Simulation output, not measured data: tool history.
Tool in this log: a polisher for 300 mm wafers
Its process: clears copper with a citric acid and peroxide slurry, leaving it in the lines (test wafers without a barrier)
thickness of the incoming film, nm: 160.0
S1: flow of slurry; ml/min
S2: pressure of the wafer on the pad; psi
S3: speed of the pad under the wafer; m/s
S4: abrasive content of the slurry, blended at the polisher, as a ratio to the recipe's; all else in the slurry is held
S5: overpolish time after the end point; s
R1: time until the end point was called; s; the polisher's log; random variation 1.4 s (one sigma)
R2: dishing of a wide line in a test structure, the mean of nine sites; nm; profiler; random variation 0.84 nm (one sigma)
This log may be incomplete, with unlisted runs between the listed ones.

run	hour	S1	S2	S3	S4	S5	R1	R2
1	0.0	215	2.6	0.92	1.0	25	90.735	31.460
2	6.0	215	2.6	0.70	1.0	25	114.700	25.102
3	13.0	215	2.6	0.90	1.0	25	92.686	31.519
4	19.4	215	3.0	0.90	1.0	25	83.020	33.966
5	20.3	215	3.2	0.90	1.0	25	76.877	34.760
6	28.3	215	3.5	0.90	1.0	25	70.432	38.574
7	30.9	215	3.2	0.90	1.0	28	76.771	38.619
8	32.8	215	3.0	0.90	1.0	31	80.830	40.683

Expected results for the next run?
9	34.1	215	3.0	0.90	1.0	31	?	?

R1: 79.846 s
R2: 40.940 nm
